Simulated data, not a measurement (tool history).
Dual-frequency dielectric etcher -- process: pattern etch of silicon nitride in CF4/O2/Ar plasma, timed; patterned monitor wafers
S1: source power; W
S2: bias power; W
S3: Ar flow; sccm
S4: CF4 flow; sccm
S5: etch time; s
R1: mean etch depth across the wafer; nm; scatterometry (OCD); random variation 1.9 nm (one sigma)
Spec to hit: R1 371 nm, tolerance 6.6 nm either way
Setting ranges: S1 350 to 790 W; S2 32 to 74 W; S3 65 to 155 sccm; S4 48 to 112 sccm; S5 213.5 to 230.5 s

{"run": 1, "day": 0.0, "S1": 570, "S2": 53, "S3": 110, "S4": 80, "S5": 230.5, "R1": 478.3}
{"run": 2, "day": 0.125, "S1": 660, "S2": 53, "S3": 110, "S4": 80, "S5": 230.5, "R1": 537.31}
{"run": 3, "day": 0.196, "S1": 660, "S2": 46, "S3": 110, "S4": 80, "S5": 230.5, "R1": 495.28}
{"run": 4, "day": 0.417, "S1": 660, "S2": 46, "S3": 95, "S4": 80, "S5": 230.5, "R1": 508.28}
{"run": 5, "day": 0.579, "S1": 660, "S2": 46, "S3": 113, "S4": 80, "S5": 230.5, "R1": 491.28}
{"run": 6, "day": 0.754, "S1": 610, "S2": 46, "S3": 113, "S4": 80, "S5": 230.5, "R1": 461.09}
{"day": 1.083, "done": "Ar flow controller replaced"}
{"run": 7, "day": 1.083, "S1": 570, "S2": 46, "S3": 113, "S4": 80, "S5": 230.5, "R1": 432.12}
{"run": 8, "day": 1.117, "S1": 550, "S2": 46, "S3": 113, "S4": 80, "S5": 230.5, "R1": 419.77}
{"run": 9, "day": 1.483, "S1": 530, "S2": 46, "S3": 113, "S4": 80, "S5": 230.5, "R1": 409.9}
{"run": 10, "day": 1.604, "S1": 510, "S2": 46, "S3": 113, "S4": 80, "S5": 230.5, "R1": 395.03}
{"run": 11, "day": 1.783, "S1": 500, "S2": 46, "S3": 113, "S4": 80, "S5": 230.5, "R1": 388.39}
{"run": 12, "day": 2.096, "S1": 490, "S2": 46, "S3": 113, "S4": 80, "S5": 230.5, "R1": 383.23}

Exactly one of the 5 candidate moves below puts every result within its allowed miss. Which one?
{"run": "A", "day": 2.408, "S1": 500, "S2": 52, "S3": 112, "S4": 81, "S5": 219.5, "R1": "?"}
{"run": "B", "day": 2.408, "S1": 490, "S2": 54, "S3": 130, "S4": 72, "S5": 226, "R1": "?"}
{"run": "C", "day": 2.408, "S1": 510, "S2": 48, "S3": 107, "S4": 76, "S5": 230.5, "R1": "?"}
{"run": "D", "day": 2.408, "S1": 560, "S2": 45, "S3": 99, "S4": 81, "S5": 213.5, "R1": "?"}
{"run": "E", "day": 2.408, "S1": 540, "S2": 41, "S3": 104, "S4": 83, "S5": 216.5, "R1": "?"}

move=A R1=400.53
move=B R1=397.79
move=C R1=406.01
move=D R1=399.36
move=E R1=368.58
A: misses by more than the last run did
B: misses by more than the last run did
C: misses by more than the last run did
D: misses by more than the last run did
E: all results land within tolerance of their targets
Move E is the one to make.

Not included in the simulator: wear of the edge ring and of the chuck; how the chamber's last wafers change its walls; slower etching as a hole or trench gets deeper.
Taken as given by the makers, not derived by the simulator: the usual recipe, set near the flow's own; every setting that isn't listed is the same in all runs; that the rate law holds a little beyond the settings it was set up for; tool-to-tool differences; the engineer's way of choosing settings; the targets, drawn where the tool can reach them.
